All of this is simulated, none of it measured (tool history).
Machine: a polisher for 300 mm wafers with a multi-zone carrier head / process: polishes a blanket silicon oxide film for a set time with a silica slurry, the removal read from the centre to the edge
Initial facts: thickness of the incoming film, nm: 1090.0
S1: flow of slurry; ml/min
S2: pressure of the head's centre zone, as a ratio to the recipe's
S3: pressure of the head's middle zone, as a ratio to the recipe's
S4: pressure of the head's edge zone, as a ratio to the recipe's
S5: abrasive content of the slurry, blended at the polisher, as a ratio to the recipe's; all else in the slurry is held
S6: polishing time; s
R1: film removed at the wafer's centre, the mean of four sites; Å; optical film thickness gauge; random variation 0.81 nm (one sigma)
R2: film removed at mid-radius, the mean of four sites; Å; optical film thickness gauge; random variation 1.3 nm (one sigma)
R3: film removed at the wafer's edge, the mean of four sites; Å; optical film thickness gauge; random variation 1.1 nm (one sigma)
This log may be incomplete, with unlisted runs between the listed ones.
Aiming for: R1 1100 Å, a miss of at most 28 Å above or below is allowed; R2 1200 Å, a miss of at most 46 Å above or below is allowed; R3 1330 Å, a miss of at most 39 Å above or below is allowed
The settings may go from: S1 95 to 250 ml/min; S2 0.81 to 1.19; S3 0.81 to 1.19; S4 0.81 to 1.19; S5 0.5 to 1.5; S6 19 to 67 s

run  hour   S1    S2    S3    S4    S5  S6      R1      R2      R3
  1     0  160     1     1     1     1  43  1183.4  1195.5    1187
  2   7.4  155  0.98     1  1.03     1  43  1140.8  1220.6  1182.7
  3  14.6  155  0.98     1  1.09     1  43    1146  1214.4  1223.7
  4  21.8  155  0.97  0.98  1.11     1  43  1136.6  1181.3  1245.1
  5  27.2  155  0.96  0.98  1.12     1  43  1129.5  1188.3  1248.1
  6  32.8  155  0.95  0.97  1.13     1  43  1119.5  1174.8    1230
  7  40.9  145  0.94  0.96  1.14  1.05  43    1112    1151  1248.5
  8  44.3  145  0.93  0.96  1.15  1.05  43  1093.2  1158.6  1249.4
  9  50.3  145  0.92  0.96  1.16   1.1  43  1105.8  1169.4  1299.3

Pick the move, out of 5, that brings all results within their allowed miss; only one does.
  A  56.3  130  0.89  0.81  1.19   1.4  43   ?   ?   ?
  B  56.3  155  0.93  0.98  1.16   1.1  41   ?   ?   ?
  C  56.3  150  0.87  0.91   1.1  0.85  49   ?   ?   ?
  D  56.3  120  0.97  1.07  1.14   0.8  48   ?   ?   ?
  E  56.3  150  0.87  0.84  1.18  1.15  44   ?   ?   ?

move      R1      R2      R3
   A  1121.9  1106.4  1390.7
   B    1071    1168  1236.7
   C  1086.7  1196.6  1319.1
   D  1110.8  1253.8    1243
   E  1083.1  1120.3  1353.6
A: the result that was furthest off in the last run now lies on the other side of its target
B: misses by more than the last run did
C: every result lands within tolerance
D: misses by more than the last run did
E: meets the target for the result that was furthest off, but another lies outside its allowed miss
The move that meets every target is C.

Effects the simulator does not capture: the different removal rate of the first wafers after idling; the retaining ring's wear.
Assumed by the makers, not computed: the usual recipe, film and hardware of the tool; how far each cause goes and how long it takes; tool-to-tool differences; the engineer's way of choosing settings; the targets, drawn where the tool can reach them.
